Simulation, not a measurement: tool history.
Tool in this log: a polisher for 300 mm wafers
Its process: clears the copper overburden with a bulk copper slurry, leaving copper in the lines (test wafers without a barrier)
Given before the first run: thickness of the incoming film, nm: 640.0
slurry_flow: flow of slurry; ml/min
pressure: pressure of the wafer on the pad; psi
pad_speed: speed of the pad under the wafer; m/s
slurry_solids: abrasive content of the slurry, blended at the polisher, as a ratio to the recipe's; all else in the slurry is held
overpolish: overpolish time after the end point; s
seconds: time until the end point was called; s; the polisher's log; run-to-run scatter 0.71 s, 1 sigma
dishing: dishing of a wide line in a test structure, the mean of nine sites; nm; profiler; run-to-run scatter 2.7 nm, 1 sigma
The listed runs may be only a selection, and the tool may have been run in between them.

run,hour,slurry_flow,pressure,pad_speed,slurry_solids,overpolish,seconds,dishing
1,0.0,245,3.0,0.94,1.0,18,80.611,86.733
2,6.8,245,3.1,0.94,1.0,19,78.307,92.533
3,8.0,245,3.2,0.94,1.0,19,74.735,90.060
4,13.4,245,3.2,0.94,1.0,20,75.098,97.349
5,17.7,245,3.2,0.94,1.0,16,76.066,86.010
6,25.5,245,2.6,0.94,1.0,16,92.262,75.396

Expected results for the next run?
7,33.7,245,2.7,0.94,1.0,17,?,?

seconds: 89.738 s
dishing: 79.173 nm

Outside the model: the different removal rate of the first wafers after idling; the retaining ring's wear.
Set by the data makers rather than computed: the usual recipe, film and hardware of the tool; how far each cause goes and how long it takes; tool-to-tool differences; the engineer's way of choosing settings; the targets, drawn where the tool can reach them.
